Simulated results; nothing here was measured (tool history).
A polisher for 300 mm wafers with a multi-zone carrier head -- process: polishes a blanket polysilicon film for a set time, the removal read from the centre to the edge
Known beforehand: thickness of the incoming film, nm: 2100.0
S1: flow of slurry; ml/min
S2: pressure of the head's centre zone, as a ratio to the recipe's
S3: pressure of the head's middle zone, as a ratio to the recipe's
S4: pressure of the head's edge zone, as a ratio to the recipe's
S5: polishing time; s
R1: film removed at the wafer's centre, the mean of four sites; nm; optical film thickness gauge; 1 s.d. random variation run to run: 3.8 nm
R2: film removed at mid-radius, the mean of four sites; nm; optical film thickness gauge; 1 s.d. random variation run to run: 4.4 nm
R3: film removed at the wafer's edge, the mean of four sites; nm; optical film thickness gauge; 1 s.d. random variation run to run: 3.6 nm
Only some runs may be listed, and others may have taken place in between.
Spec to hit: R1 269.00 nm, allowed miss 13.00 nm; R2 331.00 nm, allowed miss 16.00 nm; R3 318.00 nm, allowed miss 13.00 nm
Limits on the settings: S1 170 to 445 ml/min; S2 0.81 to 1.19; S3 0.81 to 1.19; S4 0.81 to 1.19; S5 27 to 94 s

run  hour   S1    S2    S3    S4  S5      R1      R2      R3
  1   0.0  285  1.00  1.00  1.00  60  433.99  437.15  441.69
  2   2.6  285  1.00  1.00  1.04  60  429.45  425.66  445.80
  3   4.4  285  0.98  1.01  1.03  57  411.53  418.72  424.21
  4   9.8  275  0.95  1.02  1.04  54  379.53  389.60  397.67
  5  13.0  275  0.93  1.05  1.06  52  352.39  389.32  384.76
  6  17.1  275  0.93  1.05  1.06  38  261.13  286.42  282.82
  7  21.5  275  0.92  1.06  1.07  39  261.18  296.71  292.44
  8  22.3  275  0.92  1.07  1.08  39  259.80  302.15  294.72
  9  26.5  275  0.92  1.08  1.09  39  260.46  300.47  295.39
 10  34.8  275  0.92  1.09  1.09  39  263.00  305.02  294.59
 11  35.7  275  0.92  1.09  1.09  39  265.28  305.18  295.40
 12  41.9  275  0.91  1.10  1.10  39  260.46  310.75  294.88
 13  43.9  275  0.91  1.10  1.11  39  251.08  303.97  303.09
 14  45.2  275  0.91  1.10  1.11  39  260.96  308.04  298.11
 15  49.6  275  0.91  1.11  1.12  39  265.27  309.31  293.53
 16  53.4  280  0.84  1.11  1.15  44  272.66  346.26  336.56

Next run, 5 choices. One meets every target within its allowed miss, the rest don't. Which?
  A  57.2  285  0.81  1.07  1.17  45   ?   ?   ?
  B  57.2  330  0.87  1.07  1.19  44   ?   ?   ?
  C  57.2  240  0.89  1.14  1.15  42   ?   ?   ?
  D  57.2  270  0.82  0.95  1.19  47   ?   ?   ?
  E  57.2  330  0.86  1.01  1.19  46   ?   ?   ?

move      R1      R2      R3
   A  267.03  355.58  351.76
   B  285.36  352.85  350.65
   C  267.77  342.84  320.24
   D  280.18  333.73  369.08
   E  294.75  351.26  366.88
A: misses by more than the last run did
B: misses by more than the last run did
C: every result within its allowed miss
D: misses by more than the last run did
E: misses by more than the last run did
So the answer is move C, the one that meets all the targets.
